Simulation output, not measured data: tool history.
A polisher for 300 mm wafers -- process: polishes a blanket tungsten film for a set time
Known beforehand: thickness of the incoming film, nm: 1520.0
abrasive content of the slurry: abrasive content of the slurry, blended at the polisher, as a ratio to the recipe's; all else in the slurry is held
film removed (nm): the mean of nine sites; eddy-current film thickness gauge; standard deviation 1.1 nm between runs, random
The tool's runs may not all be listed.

run  hour  flow of slurry (ml/min)  pressure of the wafer on the pad (kPa)  speed of the pad under the wafer (cm/s)  abrasive content of the slurry  polishing time (s)  film removed (nm)
  1     0                      305                                    20.7                                      136                               1                  38             170.71
  2   5.8                      305                                    20.7                                      136                             1.1                  38             176.12
  3   8.8                      305                                    20.7                                      120                             1.1                  38             161.15
  4  13.7                      305                                    20.7                                      120                               1                  38             160.27
  5  16.1                      305                                    23.4                                      120                               1                  38             178.94
  6  19.5                      305                                    23.4                                      134                               1                  38             191.78
  7  25.2                      305                                    22.1                                      128                               1                  38             178.28
  8  31.2                      305                                    20.7                                      124                               1                  38             165.43
  9  39.2                      305                                      20                                      118                               1                  38             149.65

Run 10, settings as shown, results not yet in. Your forecast:
 10  45.6                      305                                    14.5                                      102                               1                  38                  ?

{"run 10": {"film removed (nm)": 100.72}}
